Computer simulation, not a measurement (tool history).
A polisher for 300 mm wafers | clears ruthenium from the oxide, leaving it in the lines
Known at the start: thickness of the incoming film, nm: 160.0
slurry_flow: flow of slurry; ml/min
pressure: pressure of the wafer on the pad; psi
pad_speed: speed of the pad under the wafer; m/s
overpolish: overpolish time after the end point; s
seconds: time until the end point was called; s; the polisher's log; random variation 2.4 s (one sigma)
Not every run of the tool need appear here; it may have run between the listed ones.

| run | day | slurry_flow | pressure | pad_speed | overpolish | seconds |
|---|---|---|---|---|---|---|
| 1 | 0 | 300 | 2.2 | 1.06 | 9 | 135.6 |
| 2 | 0.354 | 230 | 2.2 | 1.06 | 9 | 139.1 |
| 3 | 0.488 | 230 | 2.2 | 1.06 | 9 | 140.94 |
| 4 | 0.512 | 230 | 2.1 | 1.06 | 9 | 143.6 |
| 5 | 0.65 | 230 | 2.3 | 1.06 | 9 | 136.09 |
| 6 | 0.712 | 230 | 2.3 | 1.2 | 9 | 117.18 |
| 7 | 0.921 | 230 | 2.1 | 1.2 | 9 | 127.93 |
| 8 | 1.279 | 230 | 2 | 1.2 | 9 | 137.27 |

Run 9 comes next. What will it give?
| 9 | 1.45 | 230 | 1.9 | 1.2 | 9 | ? |

seconds: 144.49 s
